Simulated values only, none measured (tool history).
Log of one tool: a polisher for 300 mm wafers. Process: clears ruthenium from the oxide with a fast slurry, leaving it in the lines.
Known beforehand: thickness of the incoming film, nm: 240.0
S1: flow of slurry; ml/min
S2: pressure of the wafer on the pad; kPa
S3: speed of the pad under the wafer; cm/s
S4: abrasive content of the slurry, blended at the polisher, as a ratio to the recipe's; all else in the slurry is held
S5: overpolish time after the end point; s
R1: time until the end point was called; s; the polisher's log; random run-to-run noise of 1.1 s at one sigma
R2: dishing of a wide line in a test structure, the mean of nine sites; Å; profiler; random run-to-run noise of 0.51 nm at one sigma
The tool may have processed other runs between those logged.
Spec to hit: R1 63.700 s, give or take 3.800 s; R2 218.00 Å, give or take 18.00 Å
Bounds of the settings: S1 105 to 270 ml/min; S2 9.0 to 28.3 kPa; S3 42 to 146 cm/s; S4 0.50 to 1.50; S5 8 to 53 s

{"run": 1, "hour": 0.0, "S1": 175, "S2": 18.6, "S3": 94, "S4": 1.0, "S5": 27, "R1": 71.964, "R2": 441.31}
{"run": 2, "hour": 3.1, "S1": 175, "S2": 18.6, "S3": 94, "S4": 1.0, "S5": 24, "R1": 70.554, "R2": 407.7}
{"run": 3, "hour": 6.9, "S1": 175, "S2": 18.6, "S3": 116, "S4": 1.0, "S5": 24, "R1": 58.353, "R2": 437.81}
{"run": 4, "hour": 15.7, "S1": 170, "S2": 17.9, "S3": 122, "S4": 0.95, "S5": 21, "R1": 59.265, "R2": 415.44}
{"run": 5, "hour": 20.4, "S1": 170, "S2": 17.9, "S3": 122, "S4": 0.95, "S5": 29, "R1": 59.884, "R2": 470.11}
{"run": 6, "hour": 26.3, "S1": 170, "S2": 17.2, "S3": 126, "S4": 0.95, "S5": 25, "R1": 59.856, "R2": 444.06}
{"run": 7, "hour": 29.4, "S1": 170, "S2": 17.9, "S3": 124, "S4": 0.85, "S5": 22, "R1": 60.624, "R2": 437.81}
{"run": 8, "hour": 30.5, "S1": 160, "S2": 16.5, "S3": 128, "S4": 0.95, "S5": 20, "R1": 62.62, "R2": 391.36}
{"run": 9, "hour": 38.2, "S1": 110, "S2": 11.7, "S3": 146, "S4": 1.2, "S5": 8, "R1": 72.325, "R2": 195.89}
{"run": 10, "hour": 41.5, "S1": 115, "S2": 11.7, "S3": 146, "S4": 1.2, "S5": 8, "R1": 68.35, "R2": 197.14}
{"run": 11, "hour": 42.1, "S1": 120, "S2": 11.7, "S3": 146, "S4": 1.2, "S5": 8, "R1": 68.955, "R2": 208.42}

Exercise: of the 4 proposed moves below, exactly one satisfies all targets within the stated allowed misses. Which move is it?
{"run": "A", "hour": 42.7, "S1": 120, "S2": 12.4, "S3": 144, "S4": 1.45, "S5": 8, "R1": "?", "R2": "?"}
{"run": "B", "hour": 42.7, "S1": 105, "S2": 11.7, "S3": 146, "S4": 1.1, "S5": 8, "R1": "?", "R2": "?"}
{"run": "C", "hour": 42.7, "S1": 155, "S2": 11.7, "S3": 120, "S4": 1.35, "S5": 8, "R1": "?", "R2": "?"}
{"run": "D", "hour": 42.7, "S1": 180, "S2": 12.4, "S3": 136, "S4": 1.1, "S5": 8, "R1": "?", "R2": "?"}

move=A R1=65.706 R2=225.27
move=B R1=77.866 R2=197.45
move=C R1=82.371 R2=188.78
move=D R1=73.740 R2=206.11
A: all results land within tolerance of their targets
B: lands further from the targets than the last run did
C: lands further from the targets than the last run did
D: lands further from the targets than the last run did
A meets every target.

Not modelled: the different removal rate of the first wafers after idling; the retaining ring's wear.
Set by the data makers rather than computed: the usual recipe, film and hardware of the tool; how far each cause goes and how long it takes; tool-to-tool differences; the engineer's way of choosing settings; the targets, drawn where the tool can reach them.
